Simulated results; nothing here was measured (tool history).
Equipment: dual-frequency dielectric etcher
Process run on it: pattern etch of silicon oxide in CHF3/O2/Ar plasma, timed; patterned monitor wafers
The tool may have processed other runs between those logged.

run,hour,source power (W),bias power (W),etch time (s),mean etch depth across the wafer (angstrom)
1,0,490,202,440.5,7418.2
2,3.8,540,202,440.5,7640.8
3,7.6,580,202,440.5,7832.6
4,9.1,520,178,433,6941.1
5,15.7,470,172,432.5,6563.1
6,23.6,470,172,440.5,6628.4
7,28.6,470,172,440.5,6719.3

What will run 8 give?
8,32.1,430,167,440,?

For run 8 the tool returned mean etch depth across the wafer (angstrom) 6281.6.
